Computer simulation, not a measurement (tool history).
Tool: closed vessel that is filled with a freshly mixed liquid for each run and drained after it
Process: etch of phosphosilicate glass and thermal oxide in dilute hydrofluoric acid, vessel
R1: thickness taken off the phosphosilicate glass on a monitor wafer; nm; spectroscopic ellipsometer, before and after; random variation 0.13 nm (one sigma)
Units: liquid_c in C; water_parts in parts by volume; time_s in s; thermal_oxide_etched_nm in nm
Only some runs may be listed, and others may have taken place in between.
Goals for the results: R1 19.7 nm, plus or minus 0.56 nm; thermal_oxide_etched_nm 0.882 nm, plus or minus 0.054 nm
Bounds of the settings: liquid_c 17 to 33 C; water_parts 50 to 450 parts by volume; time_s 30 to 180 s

run 1 hour=0 | liquid_c=25 water_parts=250 time_s=90 | R1=36.453 thermal_oxide_etched_nm=1.6448
run 2 hour=1 | liquid_c=28 water_parts=250 time_s=90 | R1=40.294 thermal_oxide_etched_nm=1.8191
run 3 hour=7 | liquid_c=25 water_parts=250 time_s=90 | R1=36.88 thermal_oxide_etched_nm=1.6178
run 4 hour=9.9 | liquid_c=25 water_parts=200 time_s=90 | R1=48.412 thermal_oxide_etched_nm=2.141
run 5 hour=10.9 | liquid_c=25 water_parts=200 time_s=60 | R1=32.015 thermal_oxide_etched_nm=1.415
run 6 hour=12.7 | liquid_c=23.5 water_parts=215 time_s=60 | R1=27.544 thermal_oxide_etched_nm=1.2424
run 7 hour=18.7 | liquid_c=22 water_parts=220 time_s=60 | R1=25.371 thermal_oxide_etched_nm=1.1603
run 8 hour=27.4 | liquid_c=21 water_parts=225 time_s=60 | R1=23.84 thermal_oxide_etched_nm=1.0631
run 9 hour=35.8 | liquid_c=20 water_parts=225 time_s=60 | R1=22.938 thermal_oxide_etched_nm=1.0128
run 10 hour=40.5 | liquid_c=19.5 water_parts=225 time_s=60 | R1=22.71 thermal_oxide_etched_nm=0.99207
run 11 hour=43 | liquid_c=19.5 water_parts=225 time_s=60 | R1=22.422 thermal_oxide_etched_nm=1.0196
run 12 hour=48.7 | liquid_c=19 water_parts=225 time_s=60 | R1=22.102 thermal_oxide_etched_nm=0.99378
run 13 hour=56.2 | liquid_c=18.5 water_parts=225 time_s=60 | R1=21.505 thermal_oxide_etched_nm=0.95323
run 14 hour=62.7 | liquid_c=18 water_parts=225 time_s=60 | R1=21.337 thermal_oxide_etched_nm=0.91375

4 next moves are on the table. One of them brings every result within its allowed miss. Which?
run A hour=69.2 | liquid_c=18.5 water_parts=265 time_s=75 | R1=? thermal_oxide_etched_nm=?
run B hour=69.2 | liquid_c=17 water_parts=265 time_s=70 | R1=? thermal_oxide_etched_nm=?
run C hour=69.2 | liquid_c=17 water_parts=250 time_s=70 | R1=? thermal_oxide_etched_nm=?
run D hour=69.2 | liquid_c=18.5 water_parts=340 time_s=105 | R1=? thermal_oxide_etched_nm=?

move=A R1=22.351 thermal_oxide_etched_nm=0.96888
move=B R1=19.699 thermal_oxide_etched_nm=0.85392
move=C R1=21.154 thermal_oxide_etched_nm=0.91698
move=D R1=22.862 thermal_oxide_etched_nm=0.99101
A: moves away from the targets compared with the last run
B: every result lands within tolerance
C: moves toward the targets from the last run without getting all of them in spec
D: moves away from the targets compared with the last run
B is the move that brings every result within its allowed miss.
